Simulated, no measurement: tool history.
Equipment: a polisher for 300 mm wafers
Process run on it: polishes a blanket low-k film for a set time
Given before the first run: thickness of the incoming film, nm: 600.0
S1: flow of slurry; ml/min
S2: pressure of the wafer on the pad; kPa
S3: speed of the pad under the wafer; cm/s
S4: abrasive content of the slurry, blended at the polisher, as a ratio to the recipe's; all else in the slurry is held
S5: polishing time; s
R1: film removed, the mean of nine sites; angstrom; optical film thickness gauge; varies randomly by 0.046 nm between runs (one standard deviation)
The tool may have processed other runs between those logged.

run,hour,S1,S2,S3,S4,S5,R1
1,0,265,15.2,76,1,19,61.731
2,1.5,265,15.2,76,1,19,60.811
3,6,265,14.5,76,1,19,60.553
4,11.9,265,18.6,76,1,19,71.559
5,13.9,265,18.6,64,1,19,64.625
6,15.4,265,18.6,82,1,19,74.046

Forecast run 7:
7,20.2,265,18.6,82,1,19,?

{"run 7": {"R1": 74.106}}
